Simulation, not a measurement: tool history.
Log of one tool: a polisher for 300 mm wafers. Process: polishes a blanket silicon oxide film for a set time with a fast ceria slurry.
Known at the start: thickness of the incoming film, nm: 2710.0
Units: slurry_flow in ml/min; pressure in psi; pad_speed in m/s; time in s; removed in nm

run  hour  slurry_flow  pressure  pad_speed  time  removed
  1     0          245       2.1        0.8   117   1347.5
  2   8.7          245       2.4        0.8   117     1526
  3  13.3          245       2.4        0.8   117   1557.2
  4  15.7          205       2.4        0.8   117   1496.4
  5  17.6          245       2.4        0.8   117   1529.6
  6  19.3          245       2.6        0.8   117   1658.4
  7  28.3          245       2.8       0.82   117   1810.9
  8  29.3          245       2.9       0.84   117   1894.1

The next listed run, before its measurement:
  9  36.6          245         3       0.86   117        ?

{"run 9": {"removed": 1983.9}}
